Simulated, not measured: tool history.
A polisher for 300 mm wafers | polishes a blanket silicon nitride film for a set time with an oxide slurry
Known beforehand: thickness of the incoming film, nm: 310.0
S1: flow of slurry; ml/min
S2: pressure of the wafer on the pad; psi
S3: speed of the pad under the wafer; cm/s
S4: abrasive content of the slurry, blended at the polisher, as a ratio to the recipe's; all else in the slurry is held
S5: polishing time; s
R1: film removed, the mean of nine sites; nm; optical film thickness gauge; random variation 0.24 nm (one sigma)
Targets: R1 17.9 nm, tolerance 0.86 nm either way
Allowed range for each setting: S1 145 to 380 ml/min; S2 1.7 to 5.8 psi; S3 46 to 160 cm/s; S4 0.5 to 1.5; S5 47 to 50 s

Run 1, hour 0: S1 245 ml/min, S2 3.7 psi, S3 102 cm/s, S4 1, S5 47 s. Result: R1 25.592 nm.
Run 2, hour 5.8: S1 245 ml/min, S2 3.3 psi, S3 100 cm/s, S4 1, S5 47 s. Result: R1 23.793 nm.
Run 3, hour 14.5: S1 200 ml/min, S2 3.3 psi, S3 100 cm/s, S4 1, S5 47 s. Result: R1 23.69 nm.
Run 4, hour 17.8: S1 200 ml/min, S2 2.9 psi, S3 98 cm/s, S4 1, S5 47 s. Result: R1 20.975 nm.
Run 5, hour 21.3: S1 145 ml/min, S2 2.9 psi, S3 98 cm/s, S4 1, S5 47 s. Result: R1 20.401 nm.
Run 6, hour 27.1: S1 145 ml/min, S2 2.9 psi, S3 98 cm/s, S4 1, S5 50 s. Result: R1 21.039 nm.
Run 7, hour 34.2: S1 145 ml/min, S2 2.7 psi, S3 98 cm/s, S4 1, S5 50 s. Result: R1 20.846 nm.
Run 8, hour 40.3: S1 145 ml/min, S2 2.5 psi, S3 98 cm/s, S4 1, S5 50 s. Result: R1 19.433 nm.
Run 9, hour 49.1: S1 145 ml/min, S2 2.4 psi, S3 98 cm/s, S4 1, S5 50 s. Result: R1 19.589 nm.

Of the 4 settings listed for the next run, only one would bring every result within its allowed miss of target. Which one?
Run A, hour 57.9: S1 145 ml/min, S2 2.3 psi, S3 98 cm/s, S4 1.05, S5 47 s. Result: R1 ?.
Run B, hour 57.9: S1 155 ml/min, S2 2.5 psi, S3 88 cm/s, S4 1.25, S5 50 s. Result: R1 ?.
Run C, hour 57.9: S1 195 ml/min, S2 2.1 psi, S3 118 cm/s, S4 0.9, S5 50 s. Result: R1 ?.
Run D, hour 57.9: S1 250 ml/min, S2 2.9 psi, S3 76 cm/s, S4 1.2, S5 49 s. Result: R1 ?.

move      R1
   A  17.765
   B  20.292
   C  19.462
   D  20.374
A: meets every target
B: moves away from the targets compared with the last run
C: an improvement on the last run, though not all results are within tolerance
D: moves away from the targets compared with the last run
The move that meets every target is A.
